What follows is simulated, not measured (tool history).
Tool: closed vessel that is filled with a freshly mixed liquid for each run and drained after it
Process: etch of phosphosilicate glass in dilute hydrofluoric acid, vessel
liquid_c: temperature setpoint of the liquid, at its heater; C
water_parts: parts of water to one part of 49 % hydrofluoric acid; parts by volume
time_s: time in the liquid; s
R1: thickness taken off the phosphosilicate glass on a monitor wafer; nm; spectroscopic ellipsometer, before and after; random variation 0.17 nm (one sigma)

{"run": 1, "hour": 0.0, "liquid_c": 22, "water_parts": 110, "time_s": 30, "R1": 15.367}
{"run": 2, "hour": 1.8, "liquid_c": 24.5, "water_parts": 95, "time_s": 30, "R1": 20.063}
{"run": 3, "hour": 9.8, "liquid_c": 24.5, "water_parts": 110, "time_s": 30, "R1": 16.826}
{"run": 4, "hour": 12.2, "liquid_c": 24.5, "water_parts": 125, "time_s": 30, "R1": 14.664}
{"run": 5, "hour": 13.4, "liquid_c": 24.5, "water_parts": 125, "time_s": 30, "R1": 14.625}
{"run": 6, "hour": 14.8, "liquid_c": 26, "water_parts": 105, "time_s": 30, "R1": 18.936}
{"run": 7, "hour": 21.3, "liquid_c": 27, "water_parts": 90, "time_s": 30, "R1": 23.422}
{"run": 8, "hour": 24.1, "liquid_c": 28, "water_parts": 80, "time_s": 30, "R1": 27.604}
{"run": 9, "hour": 26.1, "liquid_c": 28.5, "water_parts": 75, "time_s": 30, "R1": 30.563}
{"run": 10, "hour": 27.6, "liquid_c": 29, "water_parts": 75, "time_s": 30, "R1": 30.87}

Forecast run 11:
{"run": 11, "hour": 33.5, "liquid_c": 29.5, "water_parts": 75, "time_s": 30, "R1": "?"}

R1: 31.717 nm
